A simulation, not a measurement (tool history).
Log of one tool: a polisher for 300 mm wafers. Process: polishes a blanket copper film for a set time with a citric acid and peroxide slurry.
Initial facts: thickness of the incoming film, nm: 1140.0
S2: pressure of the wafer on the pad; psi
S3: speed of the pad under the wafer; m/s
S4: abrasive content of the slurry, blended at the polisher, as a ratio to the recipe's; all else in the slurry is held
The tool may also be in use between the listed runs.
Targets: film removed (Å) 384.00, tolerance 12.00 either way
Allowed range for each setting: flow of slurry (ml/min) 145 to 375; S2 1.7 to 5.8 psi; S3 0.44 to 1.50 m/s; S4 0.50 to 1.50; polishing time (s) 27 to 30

run 1 hour=0.0 | flow_of_slurry_(ml/min)=240 S2=3.7 S3=0.96 S4=1.00 polishing_time_(s)=30 | film_removed_(Å)=770.89
run 2 hour=3.1 | flow_of_slurry_(ml/min)=240 S2=3.0 S3=0.90 S4=1.00 polishing_time_(s)=30 | film_removed_(Å)=587.95
run 3 hour=11.8 | flow_of_slurry_(ml/min)=240 S2=2.6 S3=0.88 S4=1.00 polishing_time_(s)=30 | film_removed_(Å)=512.70
run 4 hour=16.4 | flow_of_slurry_(ml/min)=205 S2=2.6 S3=0.88 S4=1.00 polishing_time_(s)=30 | film_removed_(Å)=500.81
run 5 hour=18.0 | flow_of_slurry_(ml/min)=235 S2=2.6 S3=0.88 S4=1.00 polishing_time_(s)=30 | film_removed_(Å)=500.99
run 6 hour=26.6 | flow_of_slurry_(ml/min)=235 S2=2.6 S3=0.88 S4=0.85 polishing_time_(s)=30 | film_removed_(Å)=479.81
run 7 hour=30.4 | flow_of_slurry_(ml/min)=235 S2=2.4 S3=0.88 S4=0.85 polishing_time_(s)=30 | film_removed_(Å)=459.35
run 8 hour=32.6 | flow_of_slurry_(ml/min)=225 S2=1.7 S3=0.88 S4=0.85 polishing_time_(s)=30 | film_removed_(Å)=323.84
run 9 hour=33.5 | flow_of_slurry_(ml/min)=235 S2=1.8 S3=0.88 S4=0.85 polishing_time_(s)=30 | film_removed_(Å)=341.12
run 10 hour=40.4 | flow_of_slurry_(ml/min)=235 S2=1.9 S3=0.88 S4=0.85 polishing_time_(s)=30 | film_removed_(Å)=364.15
run 11 hour=47.8 | flow_of_slurry_(ml/min)=240 S2=1.9 S3=0.88 S4=0.85 polishing_time_(s)=30 | film_removed_(Å)=363.46
run 12 hour=51.1 | flow_of_slurry_(ml/min)=245 S2=1.9 S3=0.88 S4=0.85 polishing_time_(s)=30 | film_removed_(Å)=365.20
run 13 hour=55.3 | flow_of_slurry_(ml/min)=250 S2=1.9 S3=0.88 S4=0.85 polishing_time_(s)=30 | film_removed_(Å)=367.61
run 14 hour=59.3 | flow_of_slurry_(ml/min)=255 S2=1.9 S3=0.88 S4=0.85 polishing_time_(s)=30 | film_removed_(Å)=358.94

Exercise: of the 5 proposed moves below, exactly one satisfies all targets within the stated allowed misses. Which move is it?
run A hour=63.3 | flow_of_slurry_(ml/min)=265 S2=2.1 S3=0.70 S4=1.05 polishing_time_(s)=30 | film_removed_(Å)=?
run B hour=63.3 | flow_of_slurry_(ml/min)=220 S2=2.3 S3=0.68 S4=0.95 polishing_time_(s)=30 | film_removed_(Å)=?
run C hour=63.3 | flow_of_slurry_(ml/min)=250 S2=2.4 S3=0.64 S4=0.85 polishing_time_(s)=30 | film_removed_(Å)=?
run D hour=63.3 | flow_of_slurry_(ml/min)=205 S2=1.9 S3=0.98 S4=1.00 polishing_time_(s)=27 | film_removed_(Å)=?
run E hour=63.3 | flow_of_slurry_(ml/min)=215 S2=1.8 S3=1.14 S4=0.85 polishing_time_(s)=27 | film_removed_(Å)=?

move=A film_removed_(Å)=349.58
move=B film_removed_(Å)=358.67
move=C film_removed_(Å)=351.54
move=D film_removed_(Å)=359.78
move=E film_removed_(Å)=373.72
A: further off than the last run
B: as far off as the last run
C: further off than the last run
D: as far off as the last run
E: meets every target
E meets every target.
